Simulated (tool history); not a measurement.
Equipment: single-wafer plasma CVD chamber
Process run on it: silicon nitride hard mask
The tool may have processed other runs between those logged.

run	hour	heater temperature setpoint (K)	chamber pressure (mTorr)	RF power (kW)	deposition time (s)	mean film thickness on the monitor wafer (nm)
1	0.0	693.15	1690	0.300	35.4	44.622
2	6.5	693.15	1610	0.300	35.4	44.283
3	8.8	697.15	1610	0.300	35.4	44.165
4	15.7	697.15	1610	0.300	35.4	43.955
5	18.3	697.15	1540	0.300	35.4	43.734
6	21.6	697.15	1720	0.300	35.4	44.675
7	22.9	697.15	1650	0.295	35.4	44.030
8	30.3	697.15	1590	0.290	35.4	42.910
9	39.0	697.15	1530	0.290	35.4	42.863
10	41.4	697.15	1480	0.285	35.4	41.788
11	48.5	697.15	1440	0.285	35.4	41.922
12	50.7	697.15	1400	0.285	35.4	41.672
13	58.7	697.15	1360	0.285	35.4	41.412
14	64.4	697.15	1330	0.285	35.4	40.757
15	72.2	697.15	1310	0.285	35.4	40.768
16	80.9	697.15	1280	0.285	35.4	40.877
17	88.5	697.15	1250	0.285	35.4	40.566
18	92.3	697.15	1250	0.285	35.4	40.653
19	93.4	697.15	1230	0.285	35.4	40.622
20	94.1	697.15	1210	0.285	35.4	40.500
21	101.1	697.15	1190	0.285	35.4	40.009

Predict the results of run 22:
22	106.9	697.15	1180	0.285	35.4	?

mean film thickness on the monitor wafer (nm): 40.283
